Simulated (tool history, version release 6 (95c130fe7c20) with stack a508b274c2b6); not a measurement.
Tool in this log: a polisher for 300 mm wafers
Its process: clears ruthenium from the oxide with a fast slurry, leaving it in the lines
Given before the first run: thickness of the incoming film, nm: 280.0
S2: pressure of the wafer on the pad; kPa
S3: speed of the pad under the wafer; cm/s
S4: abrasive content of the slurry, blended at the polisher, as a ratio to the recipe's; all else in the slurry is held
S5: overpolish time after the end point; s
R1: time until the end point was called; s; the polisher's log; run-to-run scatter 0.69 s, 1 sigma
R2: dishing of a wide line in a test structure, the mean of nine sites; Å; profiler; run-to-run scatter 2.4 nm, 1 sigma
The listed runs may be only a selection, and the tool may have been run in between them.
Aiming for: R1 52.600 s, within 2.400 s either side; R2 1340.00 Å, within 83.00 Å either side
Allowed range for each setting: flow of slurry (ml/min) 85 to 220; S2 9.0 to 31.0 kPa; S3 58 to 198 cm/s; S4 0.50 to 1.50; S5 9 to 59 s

{"run": 1, "hour": 0.0, "flow of slurry (ml/min)": 140, "S2": 20.0, "S3": 128, "S4": 1.0, "S5": 30, "R1": 60.277, "R2": 943.44}
{"run": 2, "hour": 4.1, "flow of slurry (ml/min)": 140, "S2": 20.7, "S3": 128, "S4": 1.0, "S5": 32, "R1": 58.511, "R2": 977.34}
{"run": 3, "hour": 5.8, "flow of slurry (ml/min)": 140, "S2": 20.7, "S3": 128, "S4": 1.0, "S5": 34, "R1": 58.011, "R2": 1077.9}
{"run": 4, "hour": 7.5, "flow of slurry (ml/min)": 140, "S2": 20.7, "S3": 128, "S4": 1.0, "S5": 35, "R1": 59.075, "R2": 1103.5}
{"run": 5, "hour": 15.9, "flow of slurry (ml/min)": 140, "S2": 25.5, "S3": 128, "S4": 1.0, "S5": 35, "R1": 46.717, "R2": 1275.9}
{"run": 6, "hour": 21.5, "flow of slurry (ml/min)": 140, "S2": 24.8, "S3": 128, "S4": 1.0, "S5": 36, "R1": 48.073, "R2": 1214.3}
{"run": 7, "hour": 29.4, "flow of slurry (ml/min)": 140, "S2": 24.8, "S3": 128, "S4": 1.0, "S5": 37, "R1": 48.33, "R2": 1285.4}
{"run": 8, "hour": 31.1, "flow of slurry (ml/min)": 140, "S2": 24.8, "S3": 128, "S4": 1.0, "S5": 38, "R1": 48.115, "R2": 1313.9}
{"run": 9, "hour": 39.0, "flow of slurry (ml/min)": 140, "S2": 24.8, "S3": 128, "S4": 1.0, "S5": 39, "R1": 48.706, "R2": 1277.5}
{"run": 10, "hour": 39.8, "flow of slurry (ml/min)": 140, "S2": 24.8, "S3": 128, "S4": 1.0, "S5": 40, "R1": 47.505, "R2": 1324.2}

Which of these 5 next moves meets every target?
{"run": "A", "hour": 40.6, "flow of slurry (ml/min)": 130, "S2": 29.0, "S3": 134, "S4": 0.9, "S5": 42, "R1": "?", "R2": "?"}
{"run": "B", "hour": 40.6, "flow of slurry (ml/min)": 130, "S2": 24.1, "S3": 130, "S4": 1.15, "S5": 36, "R1": "?", "R2": "?"}
{"run": "C", "hour": 40.6, "flow of slurry (ml/min)": 155, "S2": 24.1, "S3": 116, "S4": 1.05, "S5": 44, "R1": "?", "R2": "?"}
{"run": "D", "hour": 40.6, "flow of slurry (ml/min)": 140, "S2": 24.1, "S3": 136, "S4": 1.1, "S5": 33, "R1": "?", "R2": "?"}
{"run": "E", "hour": 40.6, "flow of slurry (ml/min)": 145, "S2": 28.3, "S3": 118, "S4": 1.15, "S5": 32, "R1": "?", "R2": "?"}

move=A R1=42.961 R2=1469.00
move=B R1=47.437 R2=1267.20
move=C R1=53.527 R2=1330.70
move=D R1=45.692 R2=1228.10
move=E R1=43.849 R2=1236.20
A: further off than the last run
B: no nearer and no further than the last run
C: each result inside its tolerance
D: further off than the last run
E: further off than the last run
Go with C: it meets all targets.
